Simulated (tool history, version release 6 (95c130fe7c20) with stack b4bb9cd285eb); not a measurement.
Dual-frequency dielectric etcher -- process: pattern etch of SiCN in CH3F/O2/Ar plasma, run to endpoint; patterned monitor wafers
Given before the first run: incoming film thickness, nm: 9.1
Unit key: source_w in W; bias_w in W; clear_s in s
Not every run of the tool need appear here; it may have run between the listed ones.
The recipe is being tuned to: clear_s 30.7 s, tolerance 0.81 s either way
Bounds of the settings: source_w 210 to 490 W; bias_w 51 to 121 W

run,day,source_w,bias_w,clear_s
1,0,350,86,24.703
2,0.254,350,74,25.9
3,0.396,350,84,24.669
4,0.612,380,84,24.225
5,0.921,420,84,23.275
6,1.258,420,73,24.203
7,1.433,370,67,26.695
8,1.704,340,65,27.666
9,1.775,320,63,29.107
10,2.133,310,62,29.402

Next run, 5 choices. One meets every target within its allowed miss, the rest don't. Which?
A,2.492,320,66,?
B,2.492,300,73,?
C,2.492,310,68,?
D,2.492,320,52,?
E,2.492,350,59,?

move,clear_s
A,28.716
B,28.594
C,28.861
D,31.175
E,28.583
A: misses by more than the last run did
B: misses by more than the last run did
C: misses by more than the last run did
D: meets every target
E: misses by more than the last run did
Correct choice: D, which meets every target
